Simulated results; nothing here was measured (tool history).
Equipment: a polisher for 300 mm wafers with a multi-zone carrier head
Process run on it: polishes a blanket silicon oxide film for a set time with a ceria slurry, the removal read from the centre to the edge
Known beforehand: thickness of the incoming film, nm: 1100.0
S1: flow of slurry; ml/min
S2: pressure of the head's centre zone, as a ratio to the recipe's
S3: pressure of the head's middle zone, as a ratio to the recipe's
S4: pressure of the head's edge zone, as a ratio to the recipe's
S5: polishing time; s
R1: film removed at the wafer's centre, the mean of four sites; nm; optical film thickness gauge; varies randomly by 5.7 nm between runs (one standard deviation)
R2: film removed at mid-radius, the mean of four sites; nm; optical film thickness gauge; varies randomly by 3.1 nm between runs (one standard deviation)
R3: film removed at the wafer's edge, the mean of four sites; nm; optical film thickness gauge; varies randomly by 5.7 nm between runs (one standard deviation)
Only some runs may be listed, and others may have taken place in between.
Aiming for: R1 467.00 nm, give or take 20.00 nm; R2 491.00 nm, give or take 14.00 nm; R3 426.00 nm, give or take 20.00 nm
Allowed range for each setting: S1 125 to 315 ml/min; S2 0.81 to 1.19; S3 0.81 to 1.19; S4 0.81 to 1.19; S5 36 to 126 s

run  hour   S1    S2    S3    S4  S5      R1      R2      R3
  1   0.0  205  1.00  1.00  1.00  81  312.16  329.70  314.32
  2   3.9  210  1.02  1.02  1.01  84  329.96  342.93  334.07
  3  12.4  190  1.02  1.02  1.01  84  327.57  343.89  330.58
  4  13.5  220  1.02  1.02  1.01  84  327.95  350.38  336.43
  5  15.1  220  1.02  1.02  1.01  69  269.61  285.07  277.17
  6  17.0  220  1.02  0.98  1.01  69  271.54  276.38  278.00
  7  19.2  220  1.04  1.01  1.01  74  297.21  301.53  297.19
  8  23.3  225  1.05  1.03  1.01  78  315.28  325.17  309.56
  9  27.3  230  1.06  1.05  1.02  81  338.44  339.93  322.51
 10  29.0  230  1.06  1.07  1.02  84  345.78  362.54  337.87
 11  35.4  235  1.07  1.09  1.02  86  356.88  381.82  344.20
 12  39.7  235  1.08  1.10  1.03  88  364.26  389.72  352.04

5 next moves are on the table. One of them brings every result within its allowed miss. Which?
  A  44.0  225  1.05  1.17  1.05  104   ?   ?   ?
  B  44.0  270  0.89  0.91  1.02  116   ?   ?   ?
  C  44.0  265  1.14  1.15  1.03  104   ?   ?   ?
  D  44.0  235  1.08  1.09  1.10  110   ?   ?   ?
  E  44.0  295  1.01  1.12  1.10  116   ?   ?   ?

move      R1      R2      R3
   A  426.35  486.94  424.93
   B  409.65  446.97  476.72
   C  471.23  487.12  427.01
   D  465.89  486.60  459.41
   E  470.11  536.53  491.96
A: the furthest-off result lands on target, but another misses its tolerance
B: closes in on the targets versus the last run, not all within tolerance yet
C: all results land within tolerance of their targets
D: the furthest-off result lands on target, but another misses its tolerance
E: carries the result that was furthest off beyond its target, to the other side
Go with C: it meets all targets.
